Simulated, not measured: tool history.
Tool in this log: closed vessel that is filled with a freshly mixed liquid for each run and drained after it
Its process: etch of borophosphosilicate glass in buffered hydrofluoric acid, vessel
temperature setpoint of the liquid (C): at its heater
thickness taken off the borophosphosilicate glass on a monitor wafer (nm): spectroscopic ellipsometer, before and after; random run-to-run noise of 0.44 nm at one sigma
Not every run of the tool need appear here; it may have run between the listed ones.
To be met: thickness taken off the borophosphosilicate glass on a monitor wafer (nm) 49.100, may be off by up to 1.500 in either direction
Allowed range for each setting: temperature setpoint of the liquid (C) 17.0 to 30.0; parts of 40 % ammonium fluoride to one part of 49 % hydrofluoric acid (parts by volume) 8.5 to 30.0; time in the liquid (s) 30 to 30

run,hour,temperature setpoint of the liquid (C),parts of 40 % ammonium fluoride to one part of 49 % hydrofluoric acid (parts by volume),time in the liquid (s),thickness taken off the borophosphosilicate glass on a monitor wafer (nm)
1,0.0,22.0,23.0,30,24.405
2,3.1,19.0,23.0,30,21.151
3,9.6,22.0,23.0,30,24.864
4,12.5,22.0,23.0,30,25.028
5,16.5,22.0,23.0,30,24.694
6,22.0,23.0,22.0,30,26.523
7,25.4,23.5,21.0,30,28.065
# hour 26.3: thermometer replaced
8,26.3,24.0,20.0,30,32.841

Next run, 4 choices. One meets every target within its allowed miss, the rest don't. Which?
A,27.2,26.5,12.5,30,?
B,27.2,27.5,12.0,30,?
C,27.2,27.0,15.5,30,?
D,27.2,25.5,16.5,30,?

move,thickness taken off the borophosphosilicate glass on a monitor wafer (nm)
A,58.758
B,64.491
C,48.824
D,42.372
A: the result that was furthest off in the last run now lies on the other side of its target
B: the result that was furthest off in the last run now lies on the other side of its target
C: in spec on every target
D: better than the last run, though not everything is in spec
C is the move that brings every result within its allowed miss.
